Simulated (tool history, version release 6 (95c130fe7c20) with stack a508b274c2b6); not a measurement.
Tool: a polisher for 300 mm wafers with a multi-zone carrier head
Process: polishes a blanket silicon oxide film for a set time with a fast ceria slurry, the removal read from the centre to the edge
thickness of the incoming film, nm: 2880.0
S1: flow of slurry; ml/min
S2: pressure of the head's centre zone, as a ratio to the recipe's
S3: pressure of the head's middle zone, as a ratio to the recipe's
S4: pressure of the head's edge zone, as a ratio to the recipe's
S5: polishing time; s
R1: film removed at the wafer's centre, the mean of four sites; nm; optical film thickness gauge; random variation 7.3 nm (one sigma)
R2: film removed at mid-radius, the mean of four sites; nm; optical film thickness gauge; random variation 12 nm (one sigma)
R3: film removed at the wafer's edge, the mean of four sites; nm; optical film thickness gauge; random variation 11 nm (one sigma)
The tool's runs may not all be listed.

{"run": 1, "hour": 0.0, "S1": 135, "S2": 1, "S3": 1, "S4": 1, "S5": 75, "R1": 626.94, "R2": 604.66, "R3": 612.72}
{"run": 2, "hour": 5.0, "S1": 135, "S2": 0.99, "S3": 1.01, "S4": 1.02, "S5": 78, "R1": 644.67, "R2": 649.52, "R3": 661.13}
{"run": 3, "hour": 10.7, "S1": 135, "S2": 1.05, "S3": 1.01, "S4": 1.02, "S5": 78, "R1": 690.48, "R2": 648.65, "R3": 640.74}
{"run": 4, "hour": 18.5, "S1": 140, "S2": 1.04, "S3": 1.01, "S4": 1.04, "S5": 79, "R1": 691.55, "R2": 649.23, "R3": 657.22}
{"run": 5, "hour": 22.6, "S1": 140, "S2": 1.03, "S3": 1.02, "S4": 1.05, "S5": 81, "R1": 701.5, "R2": 673.01, "R3": 673.47}
{"run": 6, "hour": 24.9, "S1": 140, "S2": 1.02, "S3": 1.02, "S4": 1.06, "S5": 83, "R1": 701.61, "R2": 675.16, "R3": 695.75}
{"run": 7, "hour": 33.3, "S1": 140, "S2": 1.01, "S3": 1.03, "S4": 1.07, "S5": 85, "R1": 720.09, "R2": 708.79, "R3": 729.29}
{"run": 8, "hour": 37.1, "S1": 140, "S2": 1.01, "S3": 1.04, "S4": 1.08, "S5": 86, "R1": 728.53, "R2": 714.35, "R3": 751.49}
{"run": 9, "hour": 45.9, "S1": 145, "S2": 1.01, "S3": 1.06, "S4": 1.09, "S5": 87, "R1": 742.85, "R2": 754.77, "R3": 763.82}
{"run": 10, "hour": 53.3, "S1": 150, "S2": 1.01, "S3": 1.06, "S4": 1.1, "S5": 88, "R1": 768.8, "R2": 762.7, "R3": 770}
{"run": 11, "hour": 57.9, "S1": 150, "S2": 1, "S3": 1.07, "S4": 1.11, "S5": 89, "R1": 777.02, "R2": 773.52, "R3": 786.41}
{"run": 12, "hour": 58.6, "S1": 150, "S2": 0.99, "S3": 1.08, "S4": 1.11, "S5": 90, "R1": 767.58, "R2": 800.42, "R3": 791.83}
{"run": 13, "hour": 61.3, "S1": 150, "S2": 0.99, "S3": 1.08, "S4": 1.11, "S5": 90, "R1": 765.19, "R2": 773.99, "R3": 781.2}
{"run": 14, "hour": 61.9, "S1": 150, "S2": 0.99, "S3": 1.08, "S4": 1.11, "S5": 90, "R1": 767.99, "R2": 798.85, "R3": 808.81}

Forecast run 15:
{"run": 15, "hour": 69.1, "S1": 150, "S2": 0.99, "S3": 1.08, "S4": 1.12, "S5": 90, "R1": "?", "R2": "?", "R3": "?"}

{"run 15": {"R1": 773.6, "R2": 809.05, "R3": 796.6}}

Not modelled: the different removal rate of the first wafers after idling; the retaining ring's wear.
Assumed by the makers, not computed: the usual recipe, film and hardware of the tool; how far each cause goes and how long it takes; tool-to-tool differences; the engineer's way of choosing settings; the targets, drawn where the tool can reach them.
